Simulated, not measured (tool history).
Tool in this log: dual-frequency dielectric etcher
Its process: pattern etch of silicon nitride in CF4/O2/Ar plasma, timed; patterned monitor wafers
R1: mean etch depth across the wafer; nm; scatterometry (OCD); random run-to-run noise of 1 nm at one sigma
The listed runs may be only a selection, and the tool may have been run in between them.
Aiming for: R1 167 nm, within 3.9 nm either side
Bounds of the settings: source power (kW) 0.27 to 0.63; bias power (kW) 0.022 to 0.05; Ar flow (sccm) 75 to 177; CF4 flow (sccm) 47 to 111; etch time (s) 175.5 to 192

{"run": 1, "hour": 0.0, "source power (kW)": 0.45, "bias power (kW)": 0.036, "Ar flow (sccm)": 126, "CF4 flow (sccm)": 79, "etch time (s)": 192, "R1": 255.68}
{"run": 2, "hour": 6.1, "source power (kW)": 0.48, "bias power (kW)": 0.036, "Ar flow (sccm)": 126, "CF4 flow (sccm)": 79, "etch time (s)": 192, "R1": 277.87}
{"run": 3, "hour": 8.2, "source power (kW)": 0.48, "bias power (kW)": 0.036, "Ar flow (sccm)": 126, "CF4 flow (sccm)": 79, "etch time (s)": 192, "R1": 273.45}
{"run": 4, "hour": 16.3, "source power (kW)": 0.44, "bias power (kW)": 0.035, "Ar flow (sccm)": 127, "CF4 flow (sccm)": 79, "etch time (s)": 192, "R1": 248.35}
{"run": 5, "hour": 21.7, "source power (kW)": 0.41, "bias power (kW)": 0.035, "Ar flow (sccm)": 127, "CF4 flow (sccm)": 79, "etch time (s)": 192, "R1": 231.3}
{"run": 6, "hour": 24.5, "source power (kW)": 0.34, "bias power (kW)": 0.035, "Ar flow (sccm)": 127, "CF4 flow (sccm)": 79, "etch time (s)": 192, "R1": 187.26}
{"run": 7, "hour": 29.0, "source power (kW)": 0.29, "bias power (kW)": 0.035, "Ar flow (sccm)": 127, "CF4 flow (sccm)": 79, "etch time (s)": 192, "R1": 154.88}
{"run": 8, "hour": 34.4, "source power (kW)": 0.3, "bias power (kW)": 0.035, "Ar flow (sccm)": 127, "CF4 flow (sccm)": 79, "etch time (s)": 192, "R1": 162.03}

Which single option among these 5 for the next run brings every result within its allowed miss of target? Just one does.
{"run": "A", "hour": 39.8, "source power (kW)": 0.3, "bias power (kW)": 0.038, "Ar flow (sccm)": 107, "CF4 flow (sccm)": 61, "etch time (s)": 185.5, "R1": "?"}
{"run": "B", "hour": 39.8, "source power (kW)": 0.33, "bias power (kW)": 0.027, "Ar flow (sccm)": 126, "CF4 flow (sccm)": 76, "etch time (s)": 188.5, "R1": "?"}
{"run": "C", "hour": 39.8, "source power (kW)": 0.29, "bias power (kW)": 0.034, "Ar flow (sccm)": 100, "CF4 flow (sccm)": 86, "etch time (s)": 189.5, "R1": "?"}
{"run": "D", "hour": 39.8, "source power (kW)": 0.29, "bias power (kW)": 0.042, "Ar flow (sccm)": 129, "CF4 flow (sccm)": 77, "etch time (s)": 181, "R1": "?"}
{"run": "E", "hour": 39.8, "source power (kW)": 0.31, "bias power (kW)": 0.033, "Ar flow (sccm)": 117, "CF4 flow (sccm)": 82, "etch time (s)": 192, "R1": "?"}

move=A R1=154.91
move=B R1=157.56
move=C R1=155.92
move=D R1=156.83
move=E R1=165.56
A: its largest miss is bigger than the last run's
B: its largest miss is bigger than the last run's
C: its largest miss is bigger than the last run's
D: its largest miss is bigger than the last run's
E: every result within its allowed miss
Go with E: it meets all targets.

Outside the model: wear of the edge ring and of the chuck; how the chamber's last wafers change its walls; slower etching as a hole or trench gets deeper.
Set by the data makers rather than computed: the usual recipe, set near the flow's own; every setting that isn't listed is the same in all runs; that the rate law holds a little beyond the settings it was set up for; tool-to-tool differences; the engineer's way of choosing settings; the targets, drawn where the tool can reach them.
